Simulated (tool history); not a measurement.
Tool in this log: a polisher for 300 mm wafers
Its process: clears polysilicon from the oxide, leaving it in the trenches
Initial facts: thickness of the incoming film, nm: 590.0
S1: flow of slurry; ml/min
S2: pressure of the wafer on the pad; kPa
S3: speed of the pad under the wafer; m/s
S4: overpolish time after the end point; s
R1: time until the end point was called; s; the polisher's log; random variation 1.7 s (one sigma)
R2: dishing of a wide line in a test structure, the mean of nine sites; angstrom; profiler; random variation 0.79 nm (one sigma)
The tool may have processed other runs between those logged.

run	day	S1	S2	S3	S4	R1	R2
1	0	195	17.9	0.76	25	61.885	686.72
2	0.054	195	17.2	0.76	23	65.782	649.63
3	0.212	195	15.9	0.78	21	68.956	637.89
4	0.308	195	15.9	0.78	25	68.465	670.32
5	0.617	235	15.9	0.78	25	67.29	666.26
6	0.962	235	15.2	0.78	23	72.577	655.36

Expected results for the next run?
7	1.208	220	14.5	0.8	21	?	?

{"run 7": {"R1": 71.273, "R2": 635.2}}
